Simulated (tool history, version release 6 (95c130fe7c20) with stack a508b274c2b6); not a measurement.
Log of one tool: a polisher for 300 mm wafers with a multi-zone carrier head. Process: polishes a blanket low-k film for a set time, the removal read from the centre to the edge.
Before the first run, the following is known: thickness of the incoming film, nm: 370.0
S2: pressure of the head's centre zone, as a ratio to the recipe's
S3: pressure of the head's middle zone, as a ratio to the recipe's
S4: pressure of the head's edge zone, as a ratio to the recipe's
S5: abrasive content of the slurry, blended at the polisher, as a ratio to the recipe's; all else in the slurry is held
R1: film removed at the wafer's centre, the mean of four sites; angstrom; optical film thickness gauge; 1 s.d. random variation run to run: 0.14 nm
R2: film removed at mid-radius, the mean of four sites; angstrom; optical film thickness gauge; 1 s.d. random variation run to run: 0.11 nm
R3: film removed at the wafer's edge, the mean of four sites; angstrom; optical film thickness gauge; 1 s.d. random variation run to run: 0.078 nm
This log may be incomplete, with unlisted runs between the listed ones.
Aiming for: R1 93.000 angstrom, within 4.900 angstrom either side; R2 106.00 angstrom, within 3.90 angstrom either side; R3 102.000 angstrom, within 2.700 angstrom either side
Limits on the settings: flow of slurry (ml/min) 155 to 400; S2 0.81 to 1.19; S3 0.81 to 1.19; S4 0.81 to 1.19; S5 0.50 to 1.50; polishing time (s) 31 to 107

run 1 hour=0.0 | flow_of_slurry_(ml/min)=255 S2=1.00 S3=1.00 S4=1.00 S5=1.00 polishing_time_(s)=69 | R1=181.970 R2=185.28 R3=182.110
run 2 hour=1.1 | flow_of_slurry_(ml/min)=250 S2=0.97 S3=0.99 S4=0.97 S5=0.90 polishing_time_(s)=65 | R1=158.220 R2=169.99 R3=160.940
run 3 hour=4.2 | flow_of_slurry_(ml/min)=245 S2=0.95 S3=0.96 S4=0.96 S5=0.80 polishing_time_(s)=61 | R1=139.640 R2=145.07 R3=143.780
run 4 hour=12.3 | flow_of_slurry_(ml/min)=240 S2=0.92 S3=0.95 S4=0.94 S5=0.75 polishing_time_(s)=59 | R1=127.380 R2=140.51 R3=135.170
run 5 hour=18.5 | flow_of_slurry_(ml/min)=235 S2=0.91 S3=0.93 S4=0.92 S5=0.70 polishing_time_(s)=57 | R1=120.200 R2=129.59 R3=127.150
run 6 hour=25.9 | flow_of_slurry_(ml/min)=230 S2=0.90 S3=0.92 S4=0.90 S5=0.65 polishing_time_(s)=56 | R1=115.490 R2=123.55 R3=118.790
run 7 hour=31.6 | flow_of_slurry_(ml/min)=225 S2=0.88 S3=0.91 S4=0.89 S5=0.60 polishing_time_(s)=55 | R1=104.210 R2=115.06 R3=113.810
run 8 hour=35.7 | flow_of_slurry_(ml/min)=220 S2=0.87 S3=0.91 S4=0.87 S5=0.60 polishing_time_(s)=55 | R1=104.360 R2=116.93 R3=113.110
run 9 hour=42.6 | flow_of_slurry_(ml/min)=215 S2=0.86 S3=0.90 S4=0.86 S5=0.60 polishing_time_(s)=55 | R1=103.360 R2=113.04 R3=113.200
run 10 hour=46.5 | flow_of_slurry_(ml/min)=215 S2=0.86 S3=0.90 S4=0.85 S5=0.60 polishing_time_(s)=54 | R1=100.630 R2=113.89 R3=109.400
run 11 hour=52.0 | flow_of_slurry_(ml/min)=210 S2=0.86 S3=0.89 S4=0.84 S5=0.60 polishing_time_(s)=54 | R1=100.690 R2=113.76 R3=109.510
run 12 hour=56.8 | flow_of_slurry_(ml/min)=210 S2=0.86 S3=0.89 S4=0.83 S5=0.60 polishing_time_(s)=54 | R1=97.858 R2=110.57 R3=109.930

Exactly one of the 5 candidate moves below puts every result within its allowed miss. Which one?
run A hour=61.6 | flow_of_slurry_(ml/min)=170 S2=0.81 S3=0.82 S4=0.81 S5=0.55 polishing_time_(s)=61 | R1=? R2=? R3=?
run B hour=61.6 | flow_of_slurry_(ml/min)=225 S2=0.96 S3=0.97 S4=0.85 S5=0.50 polishing_time_(s)=51 | R1=? R2=? R3=?
run C hour=61.6 | flow_of_slurry_(ml/min)=240 S2=0.90 S3=1.01 S4=0.81 S5=0.50 polishing_time_(s)=53 | R1=? R2=? R3=?
run D hour=61.6 | flow_of_slurry_(ml/min)=260 S2=0.89 S3=1.00 S4=0.98 S5=0.50 polishing_time_(s)=49 | R1=? R2=? R3=?
run E hour=61.6 | flow_of_slurry_(ml/min)=325 S2=0.90 S3=0.87 S4=0.95 S5=0.60 polishing_time_(s)=49 | R1=? R2=? R3=?

move=A R1=100.780 R2=112.75 R3=114.680
move=B R1=101.600 R2=105.70 R3=97.758
move=C R1=99.821 R2=113.70 R3=100.000
move=D R1=92.179 R2=105.38 R3=101.570
move=E R1=101.160 R2=104.50 R3=108.000
A: its largest miss is bigger than the last run's
B: the result that was furthest off in the last run now lies on the other side of its target
C: the worst result of the last run now meets its target, but another is out of spec
D: every result lands within tolerance
E: moves toward the targets from the last run without getting all of them in spec
Correct choice: D, which meets every target

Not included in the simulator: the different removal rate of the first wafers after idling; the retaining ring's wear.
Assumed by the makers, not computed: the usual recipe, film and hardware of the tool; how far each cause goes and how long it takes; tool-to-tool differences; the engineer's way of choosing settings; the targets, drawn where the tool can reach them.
